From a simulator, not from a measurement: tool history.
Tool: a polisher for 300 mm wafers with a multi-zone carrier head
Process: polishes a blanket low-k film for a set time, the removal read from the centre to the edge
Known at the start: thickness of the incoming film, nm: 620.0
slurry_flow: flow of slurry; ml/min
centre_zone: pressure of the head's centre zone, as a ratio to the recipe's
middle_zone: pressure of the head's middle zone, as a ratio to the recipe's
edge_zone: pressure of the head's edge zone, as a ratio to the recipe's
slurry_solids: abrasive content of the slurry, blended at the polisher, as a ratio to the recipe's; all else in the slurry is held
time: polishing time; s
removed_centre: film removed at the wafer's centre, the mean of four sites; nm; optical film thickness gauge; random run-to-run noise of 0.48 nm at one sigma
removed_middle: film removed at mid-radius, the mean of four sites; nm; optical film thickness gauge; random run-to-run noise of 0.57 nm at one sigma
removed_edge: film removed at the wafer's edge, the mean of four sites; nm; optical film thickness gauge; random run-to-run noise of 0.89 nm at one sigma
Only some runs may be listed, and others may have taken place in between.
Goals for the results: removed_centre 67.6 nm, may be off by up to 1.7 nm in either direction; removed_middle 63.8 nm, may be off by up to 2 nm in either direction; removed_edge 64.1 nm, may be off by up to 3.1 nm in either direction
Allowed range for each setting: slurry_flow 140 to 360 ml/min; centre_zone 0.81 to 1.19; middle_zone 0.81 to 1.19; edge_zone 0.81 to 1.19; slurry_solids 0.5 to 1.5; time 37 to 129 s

| run | day | slurry_flow | centre_zone | middle_zone | edge_zone | slurry_solids | time | removed_centre | removed_middle | removed_edge |
|---|---|---|---|---|---|---|---|---|---|---|
| 1 | 0 | 230 | 1 | 1 | 1 | 1 | 83 | 47.173 | 48.502 | 48.816 |
| 2 | 0.071 | 230 | 1 | 1 | 1 | 1 | 91 | 52.447 | 51.912 | 52.016 |
| 3 | 0.175 | 180 | 1 | 1 | 1 | 1 | 91 | 49.334 | 50.575 | 50.212 |
| 4 | 0.371 | 180 | 1 | 1 | 1 | 1 | 103 | 55.872 | 57.602 | 58.452 |
| 5 | 0.512 | 180 | 1 | 1 | 1 | 1.2 | 103 | 61.07 | 61.333 | 62.752 |
| 6 | 0.862 | 180 | 1 | 1 | 1 | 1.2 | 85 | 50.532 | 51.129 | 51.275 |
| 7 | 1.038 | 195 | 1.01 | 1.01 | 1.02 | 1.2 | 85 | 51.796 | 53.024 | 52.377 |
| 8 | 1.117 | 210 | 1.02 | 1.01 | 1.04 | 1.2 | 85 | 53.171 | 53.402 | 53.392 |
| 9 | 1.271 | 220 | 1.03 | 1.01 | 1.06 | 1.2 | 85 | 54.394 | 54.084 | 53.943 |
| 10 | 1.308 | 230 | 1.04 | 1.01 | 1.07 | 1.2 | 85 | 55.489 | 54.012 | 54.507 |
| 11 | 1.542 | 240 | 1.04 | 1.01 | 1.08 | 1.2 | 85 | 55.524 | 54.854 | 55.312 |
| 12 | 1.846 | 305 | 1.14 | 1.06 | 1.18 | 1.35 | 85 | 65.661 | 61.358 | 60.981 |

Which of these 4 next moves meets every target?
| A | 2.15 | 305 | 1.13 | 1.05 | 1.14 | 1.2 | 93 | ? | ? | ? |
| B | 2.15 | 305 | 1.05 | 0.98 | 1.19 | 1.3 | 96 | ? | ? | ? |
| C | 2.15 | 325 | 1.05 | 1.06 | 1.15 | 1.1 | 97 | ? | ? | ? |
| D | 2.15 | 305 | 1.11 | 1.09 | 1.19 | 1.35 | 86 | ? | ? | ? |

| move | removed_centre | removed_middle | removed_edge |
|---|---|---|---|
| A | 68.405 | 63.383 | 62.612 |
| B | 67.876 | 63.932 | 68.502 |
| C | 64.069 | 64.417 | 63.283 |
| D | 65.374 | 63.656 | 62.247 |
A: hits every target within its allowed miss
B: the furthest-off result lands on target, but another misses its tolerance
C: the furthest-off result lands on target, but another misses its tolerance
D: the furthest-off result lands on target, but another misses its tolerance
Correct choice: A, which meets every target

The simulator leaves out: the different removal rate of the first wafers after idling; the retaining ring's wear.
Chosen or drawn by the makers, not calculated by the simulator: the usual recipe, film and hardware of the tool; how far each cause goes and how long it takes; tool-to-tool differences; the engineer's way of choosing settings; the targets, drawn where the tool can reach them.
